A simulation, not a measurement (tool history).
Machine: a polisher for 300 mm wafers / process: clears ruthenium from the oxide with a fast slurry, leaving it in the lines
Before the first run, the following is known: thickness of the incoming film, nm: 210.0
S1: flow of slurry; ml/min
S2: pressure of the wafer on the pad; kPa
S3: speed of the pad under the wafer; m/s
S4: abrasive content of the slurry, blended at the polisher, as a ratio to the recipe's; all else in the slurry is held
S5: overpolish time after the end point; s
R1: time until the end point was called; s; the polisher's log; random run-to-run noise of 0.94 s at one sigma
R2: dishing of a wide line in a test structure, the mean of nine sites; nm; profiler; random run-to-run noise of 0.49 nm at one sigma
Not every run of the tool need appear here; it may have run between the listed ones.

{"run": 1, "hour": 0.0, "S1": 130, "S2": 22.8, "S3": 1, "S4": 1, "S5": 25, "R1": 44.08, "R2": 67.054}
{"run": 2, "hour": 6.8, "S1": 130, "S2": 22.8, "S3": 1, "S4": 1, "S5": 18, "R1": 43.892, "R2": 53.982}
{"run": 3, "hour": 11.6, "S1": 130, "S2": 20, "S3": 0.98, "S4": 1, "S5": 15, "R1": 50.391, "R2": 40.731}
{"run": 4, "hour": 19.4, "S1": 110, "S2": 20, "S3": 0.98, "S4": 1, "S5": 15, "R1": 52.441, "R2": 39.488}
{"run": 5, "hour": 19.9, "S1": 100, "S2": 17.2, "S3": 1.04, "S4": 1.05, "S5": 13, "R1": 57.472, "R2": 33.476}
{"run": 6, "hour": 22.4, "S1": 80, "S2": 17.2, "S3": 1.04, "S4": 1.05, "S5": 13, "R1": 62.421, "R2": 30.579}
{"run": 7, "hour": 27.6, "S1": 80, "S2": 15.2, "S3": 1.1, "S4": 1.15, "S5": 11, "R1": 63.256, "R2": 26.464}
{"run": 8, "hour": 35.9, "S1": 80, "S2": 14.5, "S3": 1.14, "S4": 1.25, "S5": 10, "R1": 61.649, "R2": 24.112}
{"run": 9, "hour": 42.3, "S1": 80, "S2": 14.5, "S3": 1.14, "S4": 1.3, "S5": 9, "R1": 60.888, "R2": 22.715}
{"run": 10, "hour": 45.0, "S1": 80, "S2": 14.5, "S3": 1.14, "S4": 1.35, "S5": 9, "R1": 61.451, "R2": 23.579}

The next listed run, before its measurement:
{"run": 11, "hour": 50.6, "S1": 90, "S2": 16.5, "S3": 1.14, "S4": 1.1, "S5": 8, "R1": "?", "R2": "?"}

R1: 55.581 s
R2: 23.08 nm
